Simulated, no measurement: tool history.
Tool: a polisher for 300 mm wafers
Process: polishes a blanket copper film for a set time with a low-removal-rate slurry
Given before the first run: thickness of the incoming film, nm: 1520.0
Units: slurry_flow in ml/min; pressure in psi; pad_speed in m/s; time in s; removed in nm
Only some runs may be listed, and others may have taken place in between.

run  hour  slurry_flow  pressure  pad_speed  slurry_solids  time  removed
  1     0          165       3.1       1.26              1    40   149.85
  2   7.4          165       3.3       1.26              1    40   159.76
  3  14.8          165       2.8       1.26              1    40   135.88
  4  22.6          165       3.1       1.26              1    40      146
  5  26.4          185       3.1       1.26              1    40    150.2
  6  32.2          185       3.3       1.26              1    40   159.09
  7  33.4          185       3.5       1.26              1    40   171.08

What does the tool deliver on the next run?
  8  38.8          185       3.7       1.26              1    40        ?

{"run 8": {"removed": 174.06}}

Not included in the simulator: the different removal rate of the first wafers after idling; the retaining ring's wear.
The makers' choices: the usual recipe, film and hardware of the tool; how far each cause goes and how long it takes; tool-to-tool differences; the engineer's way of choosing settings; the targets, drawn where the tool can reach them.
